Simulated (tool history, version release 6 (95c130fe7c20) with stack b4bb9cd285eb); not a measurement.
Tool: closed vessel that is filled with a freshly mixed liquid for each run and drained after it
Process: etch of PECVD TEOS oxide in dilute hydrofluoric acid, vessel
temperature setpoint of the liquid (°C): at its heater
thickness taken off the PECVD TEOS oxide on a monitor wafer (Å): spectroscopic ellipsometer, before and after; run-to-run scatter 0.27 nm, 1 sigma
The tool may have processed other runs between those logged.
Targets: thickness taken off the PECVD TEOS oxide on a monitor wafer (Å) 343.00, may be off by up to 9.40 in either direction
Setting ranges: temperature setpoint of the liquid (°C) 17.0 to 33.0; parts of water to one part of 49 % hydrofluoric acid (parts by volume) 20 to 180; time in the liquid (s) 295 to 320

run	hour	temperature setpoint of the liquid (°C)	parts of water to one part of 49 % hydrofluoric acid (parts by volume)	time in the liquid (s)	thickness taken off the PECVD TEOS oxide on a monitor wafer (Å)
1	0.0	25.0	100	295	513.93
2	3.2	23.5	100	295	486.31
3	6.6	22.0	100	295	456.10
4	10.7	22.0	100	295	456.76
5	14.9	22.0	100	320	495.53
6	17.3	18.5	100	320	431.38
7	18.3	18.5	100	320	426.49
8	19.3	18.0	105	320	394.79
9	22.0	17.5	110	320	370.50

Which of these 5 next moves meets every target?
A	24.7	17.0	115	315	?
B	24.7	18.0	105	315	?
C	24.7	17.0	110	320	?
D	24.7	19.0	95	300	?
E	24.7	17.0	100	295	?

move	thickness taken off the PECVD TEOS oxide on a monitor wafer (Å)
A	339.33
B	391.53
C	362.23
D	434.31
E	371.13
A: every result lands within tolerance
B: moves away from the targets compared with the last run
C: nearer the targets than the last run, but a result is still out of spec
D: moves away from the targets compared with the last run
E: about as far from the targets as the last run
Answer: A

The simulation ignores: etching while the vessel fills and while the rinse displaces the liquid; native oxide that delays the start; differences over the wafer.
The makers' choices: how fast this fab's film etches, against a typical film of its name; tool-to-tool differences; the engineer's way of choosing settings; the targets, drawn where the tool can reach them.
